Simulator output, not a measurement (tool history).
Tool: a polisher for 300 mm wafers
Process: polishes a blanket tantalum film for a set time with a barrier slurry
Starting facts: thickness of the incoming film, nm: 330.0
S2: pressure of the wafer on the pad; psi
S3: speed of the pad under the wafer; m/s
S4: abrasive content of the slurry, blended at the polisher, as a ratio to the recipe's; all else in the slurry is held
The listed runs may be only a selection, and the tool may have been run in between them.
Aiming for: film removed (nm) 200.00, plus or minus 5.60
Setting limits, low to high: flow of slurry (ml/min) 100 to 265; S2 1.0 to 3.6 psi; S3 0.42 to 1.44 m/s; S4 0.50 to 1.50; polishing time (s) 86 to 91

run 1 hour=0.0 | flow_of_slurry_(ml/min)=170 S2=2.3 S3=0.92 S4=1.00 polishing_time_(s)=86 | film_removed_(nm)=167.40
run 2 hour=8.3 | flow_of_slurry_(ml/min)=175 S2=2.4 S3=0.92 S4=1.00 polishing_time_(s)=86 | film_removed_(nm)=176.39
run 3 hour=13.2 | flow_of_slurry_(ml/min)=185 S2=2.4 S3=0.92 S4=1.00 polishing_time_(s)=86 | film_removed_(nm)=176.77
run 4 hour=20.9 | flow_of_slurry_(ml/min)=185 S2=2.5 S3=0.92 S4=1.00 polishing_time_(s)=86 | film_removed_(nm)=185.31
run 5 hour=23.6 | flow_of_slurry_(ml/min)=185 S2=2.5 S3=0.92 S4=1.10 polishing_time_(s)=86 | film_removed_(nm)=190.54
run 6 hour=28.3 | flow_of_slurry_(ml/min)=185 S2=2.9 S3=0.92 S4=1.10 polishing_time_(s)=86 | film_removed_(nm)=219.61
run 7 hour=29.7 | flow_of_slurry_(ml/min)=175 S2=2.9 S3=0.92 S4=1.10 polishing_time_(s)=86 | film_removed_(nm)=218.72
run 8 hour=32.7 | flow_of_slurry_(ml/min)=170 S2=2.9 S3=0.92 S4=1.10 polishing_time_(s)=86 | film_removed_(nm)=216.07
run 9 hour=37.7 | flow_of_slurry_(ml/min)=160 S2=2.9 S3=0.92 S4=1.10 polishing_time_(s)=86 | film_removed_(nm)=218.71
run 10 hour=40.8 | flow_of_slurry_(ml/min)=160 S2=2.8 S3=0.92 S4=1.10 polishing_time_(s)=86 | film_removed_(nm)=209.74

Exactly one of the 5 candidate moves below puts every result within its allowed miss. Which one?
run A hour=43.9 | flow_of_slurry_(ml/min)=150 S2=3.4 S3=0.66 S4=1.20 polishing_time_(s)=91 | film_removed_(nm)=?
run B hour=43.9 | flow_of_slurry_(ml/min)=165 S2=3.0 S3=0.84 S4=1.05 polishing_time_(s)=91 | film_removed_(nm)=?
run C hour=43.9 | flow_of_slurry_(ml/min)=180 S2=2.8 S3=0.90 S4=1.15 polishing_time_(s)=89 | film_removed_(nm)=?
run D hour=43.9 | flow_of_slurry_(ml/min)=105 S2=2.8 S3=0.92 S4=1.20 polishing_time_(s)=91 | film_removed_(nm)=?
run E hour=43.9 | flow_of_slurry_(ml/min)=165 S2=2.8 S3=0.90 S4=1.15 polishing_time_(s)=89 | film_removed_(nm)=?

move=A film_removed_(nm)=199.12
move=B film_removed_(nm)=215.67
move=C film_removed_(nm)=219.07
move=D film_removed_(nm)=217.01
move=E film_removed_(nm)=216.94
A: in spec on every target
B: the biggest miss grows against the last run
C: the biggest miss grows against the last run
D: the biggest miss grows against the last run
E: the biggest miss grows against the last run
The move that meets every target is A.

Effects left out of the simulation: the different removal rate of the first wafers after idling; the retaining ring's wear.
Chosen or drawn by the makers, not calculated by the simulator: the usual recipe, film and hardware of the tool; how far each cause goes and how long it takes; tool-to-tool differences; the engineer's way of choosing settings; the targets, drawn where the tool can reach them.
